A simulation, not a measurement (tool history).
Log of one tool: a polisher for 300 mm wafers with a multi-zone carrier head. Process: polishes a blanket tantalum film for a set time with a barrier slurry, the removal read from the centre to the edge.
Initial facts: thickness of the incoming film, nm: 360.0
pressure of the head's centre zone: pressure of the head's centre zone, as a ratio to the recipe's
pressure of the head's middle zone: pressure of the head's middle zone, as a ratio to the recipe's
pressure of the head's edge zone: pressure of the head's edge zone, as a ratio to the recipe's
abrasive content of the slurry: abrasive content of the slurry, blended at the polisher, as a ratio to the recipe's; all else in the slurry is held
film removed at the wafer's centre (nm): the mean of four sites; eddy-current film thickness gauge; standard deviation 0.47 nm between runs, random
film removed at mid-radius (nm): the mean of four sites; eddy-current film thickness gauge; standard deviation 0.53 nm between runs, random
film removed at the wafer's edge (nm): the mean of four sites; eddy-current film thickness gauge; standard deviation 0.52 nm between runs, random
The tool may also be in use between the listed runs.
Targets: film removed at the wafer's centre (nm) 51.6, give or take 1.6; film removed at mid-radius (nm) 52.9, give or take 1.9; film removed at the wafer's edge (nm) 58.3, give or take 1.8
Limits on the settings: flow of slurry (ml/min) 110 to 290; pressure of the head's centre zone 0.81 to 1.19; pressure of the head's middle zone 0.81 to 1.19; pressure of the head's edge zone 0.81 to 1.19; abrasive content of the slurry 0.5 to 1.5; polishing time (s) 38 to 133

run    day  flow of slurry (ml/min)  pressure of the head's centre zone  pressure of the head's middle zone  pressure of the head's edge zone  abrasive content of the slurry  polishing time (s)  film removed at the wafer's centre (nm)  film removed at mid-radius (nm)  film removed at the wafer's edge (nm)
  1      0                      185                                   1                                   1                                 1                               1                  85                                   112.84                           111.94                                 112.52
  2  0.312                      185                                   1                                   1                                 1                             1.1                  85                                   113.43                           117.72                                 113.98
  3  0.462                      185                                   1                                0.94                                 1                             1.1                  85                                    115.3                           108.36                                 117.79
  4  0.817                      185                                   1                                0.94                                 1                             1.1                  68                                   92.383                            88.08                                 92.657
  5  1.108                      160                                   1                                0.94                                 1                             1.1                  68                                   90.768                           85.381                                  92.22
  6  1.154                      160                                0.97                                0.94                              0.98                               1                  64                                   80.373                           79.156                                  82.31
  7  1.483                      155                                0.94                                0.92                              0.96                             0.9                  63                                   72.138                           72.594                                 76.973
  8  1.842                      150                                0.92                                 0.9                              0.94                             0.8                  62                                   64.588                           65.676                                 71.539
  9  1.883                      150                                0.91                                0.89                              0.92                            0.75                  62                                   63.076                           63.391                                   67.5
 10  1.921                      145                                0.89                                0.87                               0.9                            0.75                  62                                   60.267                           61.428                                 67.094
 11  2.254                      145                                0.88                                0.86                              0.89                             0.7                  62                                   59.173                           59.606                                 64.968
 12  2.571                      140                                0.87                                0.85                              0.88                             0.7                  62                                   56.502                            58.58                                 64.282
 13  2.696                      140                                0.87                                0.84                              0.87                             0.7                  62                                   56.502                            56.89                                 64.735

Which single option among these 5 for the next run brings every result within its allowed miss of target? Just one does.
  A  2.821                      135                                0.97                                1.04                              0.95                             0.6                  64                                        ?                                ?                                      ?
  B  2.821                      120                                0.81                                1.07                              0.88                            0.65                  61                                        ?                                ?                                      ?
  C  2.821                      135                                0.93                                0.86                              0.86                            0.65                  56                                        ?                                ?                                      ?
  D  2.821                      140                                0.92                                0.83                              0.84                             0.8                  62                                        ?                                ?                                      ?
  E  2.821                      200                                0.85                                0.83                              0.89                             0.7                  54                                        ?                                ?                                      ?

move  film removed at the wafer's centre (nm)  film removed at mid-radius (nm)  film removed at the wafer's edge (nm)
   A                                   58.662                           64.065                                 60.507
   B                                   48.014                            64.67                                 57.842
   C                                   51.892                           50.519                                 53.544
   D                                   64.305                           61.438                                  66.24
   E                                   51.245                           52.694                                 57.434
A: moves away from the targets compared with the last run
B: brings the result that was furthest off to its target, and leaves another outside
C: takes the biggest miss from the last run beyond its target
D: moves away from the targets compared with the last run
E: hits every target within its allowed miss
Move E is the one to make.
